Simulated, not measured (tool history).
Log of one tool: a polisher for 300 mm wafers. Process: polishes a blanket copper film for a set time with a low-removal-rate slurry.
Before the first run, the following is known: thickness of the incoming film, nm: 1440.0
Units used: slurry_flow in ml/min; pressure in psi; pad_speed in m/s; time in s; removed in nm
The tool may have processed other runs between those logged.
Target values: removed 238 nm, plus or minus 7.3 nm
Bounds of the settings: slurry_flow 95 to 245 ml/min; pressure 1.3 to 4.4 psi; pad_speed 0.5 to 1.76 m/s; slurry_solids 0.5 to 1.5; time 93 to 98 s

Run 1, hour 0: slurry_flow 155 ml/min, pressure 2.8 psi, pad_speed 1.12 m/s, slurry_solids 1, time 93 s. Result: removed 258.61 nm.
Run 2, hour 7.8: slurry_flow 150 ml/min, pressure 2.8 psi, pad_speed 1.12 m/s, slurry_solids 1, time 93 s. Result: removed 254.38 nm.
Run 3, hour 16.3: slurry_flow 145 ml/min, pressure 2.8 psi, pad_speed 1.12 m/s, slurry_solids 1, time 93 s. Result: removed 256.32 nm.
Run 4, hour 18.7: slurry_flow 140 ml/min, pressure 2.7 psi, pad_speed 1.12 m/s, slurry_solids 1, time 93 s. Result: removed 249.25 nm.
Run 5, hour 22.1: slurry_flow 140 ml/min, pressure 2.7 psi, pad_speed 0.96 m/s, slurry_solids 1, time 93 s. Result: removed 222.61 nm.
Run 6, hour 25.4: slurry_flow 140 ml/min, pressure 2.8 psi, pad_speed 0.96 m/s, slurry_solids 1, time 93 s. Result: removed 223.04 nm.
At hour 30.1: slurry blender recalibrated.
Run 7, hour 30.1: slurry_flow 145 ml/min, pressure 2.9 psi, pad_speed 0.96 m/s, slurry_solids 1, time 93 s. Result: removed 255.69 nm.
Run 8, hour 37.4: slurry_flow 140 ml/min, pressure 2.9 psi, pad_speed 0.96 m/s, slurry_solids 1, time 93 s. Result: removed 251.73 nm.

Exercise: of the 5 proposed moves below, exactly one satisfies all targets within the stated allowed misses. Which move is it?
Run A, hour 44.7: slurry_flow 100 ml/min, pressure 2.9 psi, pad_speed 1.1 m/s, slurry_solids 1.05, time 94 s. Result: removed ?.
Run B, hour 44.7: slurry_flow 115 ml/min, pressure 1.8 psi, pad_speed 1.62 m/s, slurry_solids 0.95, time 93 s. Result: removed ?.
Run C, hour 44.7: slurry_flow 135 ml/min, pressure 3.2 psi, pad_speed 0.8 m/s, slurry_solids 1.2, time 93 s. Result: removed ?.
Run D, hour 44.7: slurry_flow 115 ml/min, pressure 2.3 psi, pad_speed 1.1 m/s, slurry_solids 0.85, time 98 s. Result: removed ?.
Run E, hour 44.7: slurry_flow 95 ml/min, pressure 2.7 psi, pad_speed 0.92 m/s, slurry_solids 1.25, time 95 s. Result: removed ?.

move  removed
   A    259.3
   B   241.78
   C   250.65
   D   224.85
   E   224.39
A: moves away from the targets compared with the last run
B: every result within its allowed miss
C: closes in on the targets versus the last run, not all within tolerance yet
D: the result that was furthest off in the last run now lies on the other side of its target
E: the result that was furthest off in the last run now lies on the other side of its target
The move that meets every target is B.

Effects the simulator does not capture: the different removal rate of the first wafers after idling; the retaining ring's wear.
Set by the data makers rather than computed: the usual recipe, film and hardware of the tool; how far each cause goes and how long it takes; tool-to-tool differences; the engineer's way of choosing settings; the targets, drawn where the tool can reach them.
